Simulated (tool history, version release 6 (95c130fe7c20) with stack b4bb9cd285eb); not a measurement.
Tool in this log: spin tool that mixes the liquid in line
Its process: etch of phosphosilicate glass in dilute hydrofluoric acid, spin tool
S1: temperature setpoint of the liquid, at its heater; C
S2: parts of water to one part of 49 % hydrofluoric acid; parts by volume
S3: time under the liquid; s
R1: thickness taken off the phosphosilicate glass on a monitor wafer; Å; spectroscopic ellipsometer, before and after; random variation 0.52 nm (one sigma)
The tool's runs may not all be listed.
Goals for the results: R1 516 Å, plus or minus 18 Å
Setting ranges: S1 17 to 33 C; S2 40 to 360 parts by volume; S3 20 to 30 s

Run 1, hour 0: S1 25 C, S2 200 parts by volume, S3 30 s. Result: R1 281.32 Å.
Run 2, hour 5.9: S1 25 C, S2 255 parts by volume, S3 30 s. Result: R1 207.91 Å.
Run 3, hour 13.5: S1 26.5 C, S2 235 parts by volume, S3 30 s. Result: R1 242.28 Å.
Run 4, hour 17.1: S1 29.5 C, S2 235 parts by volume, S3 30 s. Result: R1 266.76 Å.
Run 5, hour 19.5: S1 30 C, S2 215 parts by volume, S3 30 s. Result: R1 308.49 Å.
Run 6, hour 22.5: S1 30.5 C, S2 200 parts by volume, S3 30 s. Result: R1 340.28 Å.
Run 7, hour 23.3: S1 31 C, S2 190 parts by volume, S3 30 s. Result: R1 366.15 Å.
Run 8, hour 29.4: S1 31.5 C, S2 180 parts by volume, S3 30 s. Result: R1 398.19 Å.
Run 9, hour 30.6: S1 31.5 C, S2 175 parts by volume, S3 30 s. Result: R1 414.06 Å.
Run 10, hour 33.3: S1 31.5 C, S2 170 parts by volume, S3 30 s. Result: R1 433.05 Å.
Run 11, hour 33.9: S1 33 C, S2 145 parts by volume, S3 30 s. Result: R1 548.1 Å.
At hour 34.6: thermometer replaced.
Run 12, hour 34.6: S1 32.5 C, S2 145 parts by volume, S3 30 s. Result: R1 493.27 Å.

5 candidate next runs follow, results not yet known. Just one meets every target within its allowed miss. Identify it.
Run A, hour 35.3: S1 32 C, S2 140 parts by volume, S3 30 s. Result: R1 ?.
Run B, hour 35.3: S1 32 C, S2 145 parts by volume, S3 30 s. Result: R1 ?.
Run C, hour 35.3: S1 32 C, S2 150 parts by volume, S3 30 s. Result: R1 ?.
Run D, hour 35.3: S1 33 C, S2 155 parts by volume, S3 30 s. Result: R1 ?.
Run E, hour 35.3: S1 30 C, S2 145 parts by volume, S3 30 s. Result: R1 ?.

move      R1
   A  502.44
   B  481.77
   C  462.52
   D  460.33
   E  448.55
A: meets every target
B: lands further from the targets than the last run did
C: lands further from the targets than the last run did
D: lands further from the targets than the last run did
E: lands further from the targets than the last run did
The move that meets every target is A.
